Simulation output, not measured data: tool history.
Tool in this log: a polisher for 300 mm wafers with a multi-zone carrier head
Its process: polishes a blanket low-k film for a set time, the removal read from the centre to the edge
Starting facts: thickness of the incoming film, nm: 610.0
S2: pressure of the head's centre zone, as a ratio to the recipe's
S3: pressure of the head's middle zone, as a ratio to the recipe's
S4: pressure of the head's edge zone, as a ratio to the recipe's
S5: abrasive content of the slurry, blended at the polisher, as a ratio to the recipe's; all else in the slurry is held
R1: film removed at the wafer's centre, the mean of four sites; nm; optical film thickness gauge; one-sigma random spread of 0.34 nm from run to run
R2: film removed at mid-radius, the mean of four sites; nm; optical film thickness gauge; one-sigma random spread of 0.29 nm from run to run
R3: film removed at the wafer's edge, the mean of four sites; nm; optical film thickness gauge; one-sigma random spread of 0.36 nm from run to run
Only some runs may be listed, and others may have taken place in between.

Run 1, hour 0: flow of slurry (ml/min) 185, S2 1, S3 1, S4 1, S5 1, polishing time (s) 80. Result: R1 20.028 nm, R2 19.33 nm, R3 19.535 nm.
Run 2, hour 5.6: flow of slurry (ml/min) 185, S2 1, S3 1, S4 1, S5 1, polishing time (s) 70. Result: R1 17.243 nm, R2 17.052 nm, R3 17.119 nm.
Run 3, hour 6.7: flow of slurry (ml/min) 190, S2 1, S3 1, S4 1.04, S5 1.15, polishing time (s) 75. Result: R1 19.89 nm, R2 19.549 nm, R3 19.673 nm.
Run 4, hour 12.8: flow of slurry (ml/min) 190, S2 1, S3 0.97, S4 1.04, S5 1.15, polishing time (s) 75. Result: R1 19.497 nm, R2 19.034 nm, R3 19.792 nm.
Run 5, hour 18.9: flow of slurry (ml/min) 215, S2 1, S3 0.97, S4 1.04, S5 1.15, polishing time (s) 75. Result: R1 20.093 nm, R2 19.141 nm, R3 20.15 nm.
Run 6, hour 24.4: flow of slurry (ml/min) 215, S2 1, S3 0.97, S4 1.08, S5 1.15, polishing time (s) 75. Result: R1 20.009 nm, R2 18.889 nm, R3 20.528 nm.

For run 7, what comes out?
Run 7, hour 29: flow of slurry (ml/min) 220, S2 1, S3 1.01, S4 1.17, S5 1.4, polishing time (s) 91. Result: R1 ?, R2 ?, R3 ?.

Run 7 measured R1 27.362 nm, R2 26.028 nm, R3 28.14 nm.
